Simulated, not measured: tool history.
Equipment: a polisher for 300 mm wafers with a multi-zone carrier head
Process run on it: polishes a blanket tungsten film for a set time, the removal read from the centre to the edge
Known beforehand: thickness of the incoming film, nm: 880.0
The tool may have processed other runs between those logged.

run,hour,flow of slurry (ml/min),pressure of the head's centre zone,pressure of the head's middle zone,pressure of the head's edge zone,abrasive content of the slurry,polishing time (s),film removed at the wafer's centre (angstrom),film removed at mid-radius (angstrom),film removed at the wafer's edge (angstrom)
1,0.0,200,1.00,1.00,1.00,1.00,50,1668.9,1712.1,1750.9
2,1.3,195,0.98,0.98,0.97,0.90,49,1583.3,1632.1,1652.1
3,4.7,185,0.95,0.96,0.95,0.80,48,1465.2,1487.9,1547.6
4,8.7,180,0.92,0.96,0.93,0.75,47,1354.0,1401.3,1469.1
5,14.1,180,0.92,0.96,0.85,0.75,47,1355.3,1447.4,1414.2
6,16.7,175,0.90,0.95,0.84,0.70,47,1286.5,1409.0,1406.4
7,23.5,170,0.90,0.95,0.84,0.65,46,1256.6,1338.4,1357.0
8,25.5,170,0.90,0.95,0.84,0.65,46,1250.3,1312.9,1353.6

Expected results for the next run?
9,29.2,165,0.89,0.96,0.83,0.60,46,?,?,?

Run 9 measured film removed at the wafer's centre (angstrom) 1209.9, film removed at mid-radius (angstrom) 1333.7, film removed at the wafer's edge (angstrom) 1303.1.
